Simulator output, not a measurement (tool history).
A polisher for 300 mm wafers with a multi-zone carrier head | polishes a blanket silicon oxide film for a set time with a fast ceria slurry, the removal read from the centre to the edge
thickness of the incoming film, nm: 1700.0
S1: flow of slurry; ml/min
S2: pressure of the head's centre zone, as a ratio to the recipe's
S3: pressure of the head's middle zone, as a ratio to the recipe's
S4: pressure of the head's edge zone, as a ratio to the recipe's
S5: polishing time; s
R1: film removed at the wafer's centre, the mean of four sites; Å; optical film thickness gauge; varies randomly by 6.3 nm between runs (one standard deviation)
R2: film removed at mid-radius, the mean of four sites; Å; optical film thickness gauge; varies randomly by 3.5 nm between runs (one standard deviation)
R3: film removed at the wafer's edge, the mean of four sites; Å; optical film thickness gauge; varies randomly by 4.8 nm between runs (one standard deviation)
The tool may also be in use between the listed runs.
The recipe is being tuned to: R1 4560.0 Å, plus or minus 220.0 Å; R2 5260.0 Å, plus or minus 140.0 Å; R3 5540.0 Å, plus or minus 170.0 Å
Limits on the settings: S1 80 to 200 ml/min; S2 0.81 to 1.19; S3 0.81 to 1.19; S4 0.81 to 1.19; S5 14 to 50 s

run,day,S1,S2,S3,S4,S5,R1,R2,R3
1,0.000,130,1.00,1.00,1.00,32,7020.3,6946.2,6893.3
2,0.225,125,0.97,0.99,0.99,31,6605.6,6776.0,6637.6
3,0.488,125,0.97,1.05,0.99,31,6668.3,7086.8,6790.6
4,0.554,155,0.97,1.05,0.99,31,6781.2,7356.5,6748.6
5,0.588,145,0.97,1.05,0.99,31,6896.6,7228.9,6875.2
6,0.888,140,0.94,1.02,0.99,30,6473.8,6830.3,6577.3
7,0.983,130,0.92,1.02,1.00,29,5872.2,6468.8,6360.0
8,1.029,125,0.90,1.00,0.99,28,5482.0,6076.9,6094.3
9,1.346,120,0.88,0.99,0.98,28,5403.7,6016.8,6013.4
10,1.667,115,0.87,0.98,0.98,28,5255.4,6009.2,5889.8
11,1.933,110,0.86,0.96,0.98,28,5088.1,5738.6,5964.8
12,2.258,105,0.85,0.95,0.97,28,5111.1,5686.1,5872.9
13,2.521,105,0.85,0.95,0.97,28,5086.5,5723.8,5855.2
14,2.571,100,0.84,0.94,0.97,28,4992.9,5584.7,5779.6
15,2.871,100,0.83,0.94,0.97,28,4757.7,5638.7,5861.2
16,3.050,100,0.83,0.93,0.96,28,4875.0,5522.1,5729.0
17,3.196,95,0.83,0.93,0.96,28,4883.0,5527.1,5694.4
18,3.404,90,0.82,0.92,0.97,28,4689.3,5399.6,5707.0

Exactly one of the 5 candidate moves below puts every result within its allowed miss. Which one?
A,3.612,90,0.82,1.01,0.97,27,?,?,?
B,3.612,95,0.93,0.92,0.94,27,?,?,?
C,3.612,80,0.86,0.96,0.87,27,?,?,?
D,3.612,80,0.83,0.95,0.99,27,?,?,?
E,3.612,80,0.82,0.87,1.01,29,?,?,?

move,R1,R2,R3
A,4560.6,5697.6,5469.2
B,5203.4,5317.3,5431.1
C,4653.6,5341.2,5128.1
D,4497.1,5294.4,5447.0
E,4771.6,5285.8,5913.6
A: misses by more than the last run did
B: the furthest-off result lands on target, but another misses its tolerance
C: the furthest-off result lands on target, but another misses its tolerance
D: every result lands within tolerance
E: the furthest-off result lands on target, but another misses its tolerance
Go with D: it meets all targets.
